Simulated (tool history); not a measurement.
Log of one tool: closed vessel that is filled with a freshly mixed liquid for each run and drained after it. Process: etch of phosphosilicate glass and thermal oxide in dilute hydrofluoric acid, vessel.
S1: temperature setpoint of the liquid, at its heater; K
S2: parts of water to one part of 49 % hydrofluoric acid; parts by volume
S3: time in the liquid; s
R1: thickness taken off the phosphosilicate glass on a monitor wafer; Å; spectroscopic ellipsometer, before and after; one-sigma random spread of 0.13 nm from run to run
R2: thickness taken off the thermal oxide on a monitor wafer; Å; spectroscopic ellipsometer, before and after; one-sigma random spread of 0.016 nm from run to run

run  hour      S1   S2  S3      R1       R2
  1   0.0  295.15  210  60  377.13  11.0220
  2   5.5  298.15  210  60  425.01  12.9640
  3   6.8  299.65  210  60  446.20  13.0710
  4  15.2  299.65  155  60  640.70  19.2990
  5  23.8  297.15  195  60  447.51  13.4210
  6  26.6  297.15  195  80  592.35  17.2550
  7  30.5  293.15  280  80  329.48   9.6105

Expected results for the next run?
  8  36.0  292.15  305  80   ?   ?

{"run 8": {"R1": 282.75, "R2": 8.5127}}

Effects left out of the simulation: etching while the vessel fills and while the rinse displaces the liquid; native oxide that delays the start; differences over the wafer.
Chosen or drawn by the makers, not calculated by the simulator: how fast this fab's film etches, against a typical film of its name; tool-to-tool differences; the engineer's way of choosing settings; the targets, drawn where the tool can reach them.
